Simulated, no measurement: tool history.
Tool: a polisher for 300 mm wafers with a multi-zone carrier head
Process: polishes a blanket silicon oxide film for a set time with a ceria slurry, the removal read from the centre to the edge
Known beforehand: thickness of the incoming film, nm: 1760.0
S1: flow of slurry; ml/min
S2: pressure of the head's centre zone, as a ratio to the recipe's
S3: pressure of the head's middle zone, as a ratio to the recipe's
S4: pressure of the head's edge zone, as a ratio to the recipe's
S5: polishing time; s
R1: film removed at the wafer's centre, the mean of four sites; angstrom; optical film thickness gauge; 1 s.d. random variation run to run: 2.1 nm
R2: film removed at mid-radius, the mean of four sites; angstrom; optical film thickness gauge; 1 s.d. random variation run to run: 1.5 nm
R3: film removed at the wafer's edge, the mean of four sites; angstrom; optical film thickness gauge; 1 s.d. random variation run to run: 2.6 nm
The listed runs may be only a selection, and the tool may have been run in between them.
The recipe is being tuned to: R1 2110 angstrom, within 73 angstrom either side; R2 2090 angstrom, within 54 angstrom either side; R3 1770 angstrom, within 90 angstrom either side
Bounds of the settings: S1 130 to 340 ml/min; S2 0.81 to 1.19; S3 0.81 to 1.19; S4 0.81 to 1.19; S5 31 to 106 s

run 1 hour=0 | S1=220 S2=1 S3=1 S4=1 S5=68 | R1=1576.6 R2=1507.3 R3=1526.3
run 2 hour=5.9 | S1=220 S2=1.08 S3=1 S4=1 S5=68 | R1=1678.3 R2=1514.3 R3=1543.8
run 3 hour=8.6 | S1=220 S2=1.08 S3=1 S4=0.94 S5=68 | R1=1702.8 R2=1530.4 R3=1473
run 4 hour=12.8 | S1=220 S2=1.08 S3=1 S4=0.94 S5=60 | R1=1494.1 R2=1353.5 R3=1326.1
run 5 hour=20.7 | S1=255 S2=1.08 S3=1 S4=0.94 S5=60 | R1=1503 R2=1351.7 R3=1303.2
run 6 hour=28.4 | S1=300 S2=1.08 S3=1 S4=0.94 S5=60 | R1=1580.5 R2=1395.2 R3=1362.9
run 7 hour=32.9 | S1=300 S2=1.08 S3=1.02 S4=0.94 S5=62 | R1=1600.5 R2=1465.9 R3=1409.2
run 8 hour=35.1 | S1=300 S2=1.09 S3=1.04 S4=0.94 S5=64 | R1=1681.8 R2=1535.9 R3=1419.5
run 9 hour=36.9 | S1=300 S2=1.09 S3=1.05 S4=0.95 S5=66 | R1=1735.1 R2=1603.8 R3=1501.5
run 10 hour=39.7 | S1=300 S2=1.1 S3=1.07 S4=0.95 S5=67 | R1=1800.9 R2=1646.2 R3=1524.6
run 11 hour=40.8 | S1=300 S2=1.1 S3=1.08 S4=0.95 S5=68 | R1=1817.9 R2=1690 R3=1516.8
run 12 hour=44.8 | S1=300 S2=1.1 S3=1.09 S4=0.96 S5=69 | R1=1840.4 R2=1718.4 R3=1549.3
run 13 hour=52.8 | S1=300 S2=1.1 S3=1.1 S4=0.96 S5=70 | R1=1841.9 R2=1760.6 R3=1622.7

5 candidate next runs follow, results not yet known. Just one meets every target within its allowed miss. Identify it.
run A hour=60.8 | S1=340 S2=1.1 S3=1.14 S4=0.91 S5=79 | R1=? R2=? R3=?
run B hour=60.8 | S1=275 S2=1.1 S3=0.93 S4=1.19 S5=65 | R1=? R2=? R3=?
run C hour=60.8 | S1=335 S2=1.09 S3=1.18 S4=0.81 S5=77 | R1=? R2=? R3=?
run D hour=60.8 | S1=335 S2=0.89 S3=1.19 S4=0.89 S5=71 | R1=? R2=? R3=?
run E hour=60.8 | S1=325 S2=1.19 S3=1.06 S4=0.94 S5=76 | R1=? R2=? R3=?

move=A R1=2116.2 R2=2081.7 R3=1783.6
move=B R1=1700.2 R2=1411.7 R3=1653.6
move=C R1=2041.4 R2=2088 R3=1647.5
move=D R1=1534.6 R2=1941.2 R3=1584.1
move=E R1=2192.7 R2=1873.2 R3=1738.4
A: every result within its allowed miss
B: misses by more than the last run did
C: puts the biggest miss on target and leaves a different result outside tolerance
D: misses by more than the last run did
E: closer than the last run, but not yet in spec
A meets every target.
